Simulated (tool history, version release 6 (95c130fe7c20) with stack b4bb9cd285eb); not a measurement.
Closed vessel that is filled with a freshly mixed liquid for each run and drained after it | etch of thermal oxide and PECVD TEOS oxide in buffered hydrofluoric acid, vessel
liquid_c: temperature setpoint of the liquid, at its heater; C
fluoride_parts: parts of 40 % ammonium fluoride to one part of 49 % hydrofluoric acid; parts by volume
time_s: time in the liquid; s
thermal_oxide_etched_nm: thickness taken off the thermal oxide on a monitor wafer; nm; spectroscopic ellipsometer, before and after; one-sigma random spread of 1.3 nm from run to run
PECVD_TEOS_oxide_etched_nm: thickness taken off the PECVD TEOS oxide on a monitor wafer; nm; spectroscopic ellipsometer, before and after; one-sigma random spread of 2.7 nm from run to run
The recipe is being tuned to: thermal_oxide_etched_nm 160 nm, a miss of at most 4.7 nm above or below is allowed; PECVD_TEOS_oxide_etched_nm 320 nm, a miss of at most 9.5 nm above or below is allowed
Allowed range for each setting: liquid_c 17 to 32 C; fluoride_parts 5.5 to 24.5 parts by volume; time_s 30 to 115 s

{"run": 1, "hour": 0.0, "liquid_c": 24, "fluoride_parts": 15, "time_s": 60, "thermal_oxide_etched_nm": 45.199, "PECVD_TEOS_oxide_etched_nm": 89.682}
{"run": 2, "hour": 7.1, "liquid_c": 25, "fluoride_parts": 13.5, "time_s": 60, "thermal_oxide_etched_nm": 52.066, "PECVD_TEOS_oxide_etched_nm": 106.31}
{"run": 3, "hour": 12.7, "liquid_c": 27.5, "fluoride_parts": 13.5, "time_s": 60, "thermal_oxide_etched_nm": 60.742, "PECVD_TEOS_oxide_etched_nm": 119.84}
{"run": 4, "hour": 16.6, "liquid_c": 28, "fluoride_parts": 12.5, "time_s": 60, "thermal_oxide_etched_nm": 66.789, "PECVD_TEOS_oxide_etched_nm": 133.15}
{"run": 5, "hour": 25.7, "liquid_c": 28.5, "fluoride_parts": 11.5, "time_s": 60, "thermal_oxide_etched_nm": 74.892, "PECVD_TEOS_oxide_etched_nm": 149.68}
{"run": 6, "hour": 30.0, "liquid_c": 28.5, "fluoride_parts": 15, "time_s": 60, "thermal_oxide_etched_nm": 57.43, "PECVD_TEOS_oxide_etched_nm": 113.89}
{"hour": 34.6, "done": "hydrofluoric acid flow meter replaced"}
{"run": 7, "hour": 34.6, "liquid_c": 32, "fluoride_parts": 10, "time_s": 70, "thermal_oxide_etched_nm": 127.85, "PECVD_TEOS_oxide_etched_nm": 257.64}
{"run": 8, "hour": 41.8, "liquid_c": 32, "fluoride_parts": 9.5, "time_s": 70, "thermal_oxide_etched_nm": 130.76, "PECVD_TEOS_oxide_etched_nm": 266.6}
{"run": 9, "hour": 51.0, "liquid_c": 32, "fluoride_parts": 9, "time_s": 70, "thermal_oxide_etched_nm": 135.86, "PECVD_TEOS_oxide_etched_nm": 269.87}
{"run": 10, "hour": 52.4, "liquid_c": 32, "fluoride_parts": 8.5, "time_s": 70, "thermal_oxide_etched_nm": 144.41, "PECVD_TEOS_oxide_etched_nm": 290.28}
{"run": 11, "hour": 60.0, "liquid_c": 32, "fluoride_parts": 8, "time_s": 70, "thermal_oxide_etched_nm": 154.91, "PECVD_TEOS_oxide_etched_nm": 310.49}
{"run": 12, "hour": 68.4, "liquid_c": 32, "fluoride_parts": 7.5, "time_s": 70, "thermal_oxide_etched_nm": 164.57, "PECVD_TEOS_oxide_etched_nm": 331.95}

Below are 4 possible settings for the next run. Only one of them brings all results inside the allowed miss of their targets. Which is it?
{"run": "A", "hour": 76.8, "liquid_c": 25.5, "fluoride_parts": 7.5, "time_s": 90, "thermal_oxide_etched_nm": "?", "PECVD_TEOS_oxide_etched_nm": "?"}
{"run": "B", "hour": 76.8, "liquid_c": 29.5, "fluoride_parts": 10, "time_s": 90, "thermal_oxide_etched_nm": "?", "PECVD_TEOS_oxide_etched_nm": "?"}
{"run": "C", "hour": 76.8, "liquid_c": 23.5, "fluoride_parts": 6.5, "time_s": 85, "thermal_oxide_etched_nm": "?", "PECVD_TEOS_oxide_etched_nm": "?"}
{"run": "D", "hour": 76.8, "liquid_c": 30, "fluoride_parts": 6.5, "time_s": 65, "thermal_oxide_etched_nm": "?", "PECVD_TEOS_oxide_etched_nm": "?"}

move=A thermal_oxide_etched_nm=152.23 PECVD_TEOS_oxide_etched_nm=304.11
move=B thermal_oxide_etched_nm=144.72 PECVD_TEOS_oxide_etched_nm=289.12
move=C thermal_oxide_etched_nm=148.18 PECVD_TEOS_oxide_etched_nm=296.03
move=D thermal_oxide_etched_nm=160.39 PECVD_TEOS_oxide_etched_nm=320.43
A: takes the result that was furthest off past its target
B: takes the result that was furthest off past its target
C: takes the result that was furthest off past its target
D: each result inside its tolerance
D is the move that brings every result within its allowed miss.

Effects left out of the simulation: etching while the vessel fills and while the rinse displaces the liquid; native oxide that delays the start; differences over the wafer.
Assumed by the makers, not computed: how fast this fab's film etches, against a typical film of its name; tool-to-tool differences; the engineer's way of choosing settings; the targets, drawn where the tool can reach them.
